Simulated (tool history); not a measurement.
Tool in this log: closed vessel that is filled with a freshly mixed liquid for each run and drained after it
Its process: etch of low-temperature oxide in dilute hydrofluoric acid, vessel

run,hour,temperature setpoint of the liquid (°C),parts of water to one part of 49 % hydrofluoric acid (parts by volume),time in the liquid (s),thickness taken off the low-temperature oxide on a monitor wafer (angstrom)
1,0.0,23.0,110,180,253.23
2,4.2,24.0,110,180,261.52
3,10.3,24.5,110,180,267.27
4,11.8,24.5,70,180,444.02
5,19.1,28.0,70,180,510.31
6,27.1,28.0,70,190,538.96
7,32.6,24.0,90,190,346.86
8,35.4,23.0,90,190,332.50
9,41.5,22.5,90,190,327.12

The next listed run, before its measurement:
10,47.0,22.0,90,190,?

{"run 10": {"thickness taken off the low-temperature oxide on a monitor wafer (angstrom)": 319.14}}

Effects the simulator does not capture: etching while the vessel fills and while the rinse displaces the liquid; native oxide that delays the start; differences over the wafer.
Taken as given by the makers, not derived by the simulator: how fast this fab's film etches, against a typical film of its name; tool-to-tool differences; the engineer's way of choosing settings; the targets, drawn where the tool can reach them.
